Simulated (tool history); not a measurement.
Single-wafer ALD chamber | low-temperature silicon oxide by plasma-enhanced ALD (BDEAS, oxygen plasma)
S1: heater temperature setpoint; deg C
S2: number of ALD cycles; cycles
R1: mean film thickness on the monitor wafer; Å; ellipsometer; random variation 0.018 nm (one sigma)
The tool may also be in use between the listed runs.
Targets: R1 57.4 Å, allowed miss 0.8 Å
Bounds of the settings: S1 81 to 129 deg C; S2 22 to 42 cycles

run 1 hour=0 | S1=105 S2=32 | R1=47.293
run 2 hour=3.8 | S1=102 S2=33 | R1=49.105
run 3 hour=9.9 | S1=102 S2=35 | R1=52.23
run 4 hour=17.1 | S1=101 S2=36 | R1=54.103
run 5 hour=20.5 | S1=110 S2=36 | R1=52.761
run 6 hour=21.5 | S1=105 S2=36 | R1=53.524
run 7 hour=29.6 | S1=101 S2=36 | R1=54.051
run 8 hour=32.8 | S1=98 S2=36 | R1=54.721
run 9 hour=40.6 | S1=95 S2=36 | R1=55.218
run 10 hour=42 | S1=93 S2=36 | R1=55.599
run 11 hour=49.5 | S1=91 S2=36 | R1=56.036
run 12 hour=53 | S1=90 S2=36 | R1=56.129
run 13 hour=58.5 | S1=89 S2=36 | R1=56.331

Which of these 4 next moves meets every target?
run A hour=64 | S1=97 S2=35 | R1=?
run B hour=64 | S1=93 S2=36 | R1=?
run C hour=64 | S1=92 S2=37 | R1=?
run D hour=64 | S1=90 S2=35 | R1=?

move=A R1=53.014
move=B R1=55.413
move=C R1=57.179
move=D R1=54.519
A: further off than the last run
B: further off than the last run
C: meets every target
D: further off than the last run
Answer: C
